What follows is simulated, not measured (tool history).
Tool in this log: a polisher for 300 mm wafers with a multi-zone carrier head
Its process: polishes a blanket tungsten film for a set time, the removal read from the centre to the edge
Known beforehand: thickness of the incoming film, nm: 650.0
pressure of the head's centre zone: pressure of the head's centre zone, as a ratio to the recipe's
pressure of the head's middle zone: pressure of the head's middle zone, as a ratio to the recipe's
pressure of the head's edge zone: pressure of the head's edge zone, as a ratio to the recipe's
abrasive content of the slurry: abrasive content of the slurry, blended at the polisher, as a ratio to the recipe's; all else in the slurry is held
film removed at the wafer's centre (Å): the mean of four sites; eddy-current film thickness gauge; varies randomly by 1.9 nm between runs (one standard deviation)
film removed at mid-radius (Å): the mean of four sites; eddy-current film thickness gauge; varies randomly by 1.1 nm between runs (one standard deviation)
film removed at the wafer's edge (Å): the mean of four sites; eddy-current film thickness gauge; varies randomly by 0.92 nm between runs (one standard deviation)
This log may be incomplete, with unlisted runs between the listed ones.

run,hour,flow of slurry (ml/min),pressure of the head's centre zone,pressure of the head's middle zone,pressure of the head's edge zone,abrasive content of the slurry,polishing time (s),film removed at the wafer's centre (Å),film removed at mid-radius (Å),film removed at the wafer's edge (Å)
1,0,145,1,1,1,1,47,1766.4,1751.8,1746.5
2,6.4,175,1,1,1,1,47,1806.1,1800.6,1810.3
3,9.2,175,1,0.92,1,1,47,1824.8,1690.6,1808.6
4,16.6,175,1,0.99,1,1,47,1858.2,1762.2,1817
5,25.4,165,1.01,1,0.97,0.9,46,1781.7,1715.2,1694.8
6,29.5,155,1.01,1,0.94,0.85,45,1648.6,1621.7,1583.2
7,34.9,145,1.03,1.01,0.92,0.8,44,1610.8,1542.5,1504.5

Run 8 has not been measured yet. What should we expect?
8,40.1,140,1.04,1.03,0.9,0.75,43,?,?,?

{"run 8": {"film removed at the wafer's centre (Å)": 1623.2, "film removed at mid-radius (Å)": 1513.9, "film removed at the wafer's edge (Å)": 1427.7}}

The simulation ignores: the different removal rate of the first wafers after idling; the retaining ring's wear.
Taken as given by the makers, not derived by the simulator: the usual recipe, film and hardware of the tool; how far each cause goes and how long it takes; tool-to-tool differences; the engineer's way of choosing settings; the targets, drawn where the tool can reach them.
